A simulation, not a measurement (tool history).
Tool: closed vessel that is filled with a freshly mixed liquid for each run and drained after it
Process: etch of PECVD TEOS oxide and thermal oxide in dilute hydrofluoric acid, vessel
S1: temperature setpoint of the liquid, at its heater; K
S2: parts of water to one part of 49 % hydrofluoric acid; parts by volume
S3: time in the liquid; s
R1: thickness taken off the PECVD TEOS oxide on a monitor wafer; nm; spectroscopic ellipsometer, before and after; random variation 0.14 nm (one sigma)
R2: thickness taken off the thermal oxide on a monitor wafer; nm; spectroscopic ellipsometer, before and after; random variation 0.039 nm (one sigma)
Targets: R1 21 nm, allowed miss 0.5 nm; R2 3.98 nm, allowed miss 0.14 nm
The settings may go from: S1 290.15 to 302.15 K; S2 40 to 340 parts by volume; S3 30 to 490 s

Run 1, hour 0: S1 294.15 K, S2 190 parts by volume, S3 250 s. Result: R1 25.879 nm, R2 4.8934 nm.
Run 2, hour 1.6: S1 293.15 K, S2 195 parts by volume, S3 250 s. Result: R1 24.104 nm, R2 4.5584 nm.
Run 3, hour 3.1: S1 292.15 K, S2 195 parts by volume, S3 250 s. Result: R1 23.338 nm, R2 4.4639 nm.
Run 4, hour 5.8: S1 292.15 K, S2 195 parts by volume, S3 315 s. Result: R1 29.303 nm, R2 5.5427 nm.
Run 5, hour 13.2: S1 293.65 K, S2 195 parts by volume, S3 315 s. Result: R1 31.125 nm, R2 5.8719 nm.
At hour 18: thermometer replaced.
Run 6, hour 18: S1 293.65 K, S2 195 parts by volume, S3 420 s. Result: R1 43.351 nm, R2 8.1798 nm.
Run 7, hour 18.9: S1 292.65 K, S2 220 parts by volume, S3 420 s. Result: R1 36.309 nm, R2 6.9516 nm.
Run 8, hour 27.8: S1 292.15 K, S2 240 parts by volume, S3 420 s. Result: R1 32.495 nm, R2 6.1429 nm.
Run 9, hour 31.2: S1 291.65 K, S2 260 parts by volume, S3 420 s. Result: R1 28.439 nm, R2 5.4902 nm.

Which of these 4 next moves meets every target?
Run A, hour 34.6: S1 296.15 K, S2 245 parts by volume, S3 225 s. Result: R1 ?, R2 ?.
Run B, hour 34.6: S1 291.65 K, S2 295 parts by volume, S3 405 s. Result: R1 ?, R2 ?.
Run C, hour 34.6: S1 290.15 K, S2 340 parts by volume, S3 490 s. Result: R1 ?, R2 ?.
Run D, hour 34.6: S1 293.15 K, S2 335 parts by volume, S3 400 s. Result: R1 ?, R2 ?.

move      R1      R2
   A  19.457  3.7082
   B  23.525  4.4836
   C  22.491  4.2865
   D  20.877  3.9789
A: takes the result that was furthest off past its target
B: nearer than the last run, and not there yet
C: nearer than the last run, and not there yet
D: meets every target
Answer: D
